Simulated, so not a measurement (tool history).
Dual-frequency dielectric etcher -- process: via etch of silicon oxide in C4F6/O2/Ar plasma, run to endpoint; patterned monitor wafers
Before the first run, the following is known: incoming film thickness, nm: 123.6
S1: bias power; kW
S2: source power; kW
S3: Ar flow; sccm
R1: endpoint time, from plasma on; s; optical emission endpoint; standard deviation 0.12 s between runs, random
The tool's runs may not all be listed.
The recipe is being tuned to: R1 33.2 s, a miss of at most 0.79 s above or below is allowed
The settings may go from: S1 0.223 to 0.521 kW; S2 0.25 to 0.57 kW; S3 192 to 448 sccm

run 1 hour=0 | S1=0.372 S2=0.41 S3=320 | R1=29.428
run 2 hour=3.2 | S1=0.353 S2=0.4 S3=321 | R1=29.622
run 3 hour=8 | S1=0.338 S2=0.38 S3=326 | R1=30.563
run 4 hour=12.9 | S1=0.325 S2=0.37 S3=328 | R1=30.959
run 5 hour=15.6 | S1=0.325 S2=0.43 S3=328 | R1=29.803
run 6 hour=23.5 | S1=0.325 S2=0.43 S3=282 | R1=29.491
run 7 hour=32.3 | S1=0.308 S2=0.41 S3=286 | R1=30.148
run 8 hour=33.9 | S1=0.308 S2=0.41 S3=286 | R1=30.117

Exercise: of the 5 proposed moves below, exactly one satisfies all targets within the stated allowed misses. Which move is it?
run A hour=35.5 | S1=0.236 S2=0.29 S3=338 | R1=?
run B hour=35.5 | S1=0.28 S2=0.37 S3=302 | R1=?
run C hour=35.5 | S1=0.223 S2=0.29 S3=356 | R1=?
run D hour=35.5 | S1=0.276 S2=0.32 S3=336 | R1=?
run E hour=35.5 | S1=0.315 S2=0.34 S3=279 | R1=?

move=A R1=34.878
move=B R1=31.771
move=C R1=35.351
move=D R1=33.168
move=E R1=31.48
A: moves the result that the last run missed by most past its target, out the other side
B: gains on the last run, yet a result remains outside its allowed miss
C: moves the result that the last run missed by most past its target, out the other side
D: in spec on every target
E: gains on the last run, yet a result remains outside its allowed miss
D is the move that brings every result within its allowed miss.
